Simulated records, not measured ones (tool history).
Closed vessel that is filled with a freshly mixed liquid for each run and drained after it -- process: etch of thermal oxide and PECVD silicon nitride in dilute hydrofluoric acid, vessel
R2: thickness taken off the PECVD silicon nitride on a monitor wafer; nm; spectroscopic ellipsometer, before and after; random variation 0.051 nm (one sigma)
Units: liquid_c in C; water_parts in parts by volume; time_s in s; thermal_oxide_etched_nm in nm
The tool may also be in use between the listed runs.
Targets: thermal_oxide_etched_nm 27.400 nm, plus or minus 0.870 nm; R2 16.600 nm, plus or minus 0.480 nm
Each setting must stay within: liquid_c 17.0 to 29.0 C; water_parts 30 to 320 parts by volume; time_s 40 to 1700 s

run 1 hour=0.0 | liquid_c=21.0 water_parts=175 time_s=870 | thermal_oxide_etched_nm=23.402 R2=12.971
run 2 hour=7.9 | liquid_c=22.0 water_parts=175 time_s=870 | thermal_oxide_etched_nm=25.106 R2=13.887
run 3 hour=9.9 | liquid_c=22.0 water_parts=120 time_s=870 | thermal_oxide_etched_nm=38.093 R2=20.209
run 4 hour=17.0 | liquid_c=25.0 water_parts=120 time_s=870 | thermal_oxide_etched_nm=42.532 R2=24.563
run 5 hour=23.9 | liquid_c=25.0 water_parts=120 time_s=1135 | thermal_oxide_etched_nm=55.276 R2=31.797
run 6 hour=28.8 | liquid_c=25.0 water_parts=145 time_s=1135 | thermal_oxide_etched_nm=44.540 R2=26.446
run 7 hour=30.8 | liquid_c=24.5 water_parts=165 time_s=1165 | thermal_oxide_etched_nm=38.428 R2=23.134
run 8 hour=39.2 | liquid_c=24.0 water_parts=180 time_s=1190 | thermal_oxide_etched_nm=35.104 R2=20.914
run 9 hour=46.3 | liquid_c=24.0 water_parts=190 time_s=1205 | thermal_oxide_etched_nm=33.318 R2=20.158

Exercise: of the 4 proposed moves below, exactly one satisfies all targets within the stated allowed misses. Which move is it?
run A hour=53.4 | liquid_c=17.5 water_parts=115 time_s=965 | thermal_oxide_etched_nm=? R2=?
run B hour=53.4 | liquid_c=27.0 water_parts=120 time_s=520 | thermal_oxide_etched_nm=? R2=?
run C hour=53.4 | liquid_c=25.5 water_parts=220 time_s=1215 | thermal_oxide_etched_nm=? R2=?
run D hour=53.4 | liquid_c=19.5 water_parts=170 time_s=1300 | thermal_oxide_etched_nm=? R2=?

move=A thermal_oxide_etched_nm=36.512 R2=17.080
move=B thermal_oxide_etched_nm=27.438 R2=16.627
move=C thermal_oxide_etched_nm=29.638 R2=19.295
move=D thermal_oxide_etched_nm=34.283 R2=18.048
A: meets the target for the result that was furthest off, but another lies outside its allowed miss
B: every result lands within tolerance
C: an improvement on the last run, though not all results are within tolerance
D: further off than the last run
Go with B: it meets all targets.
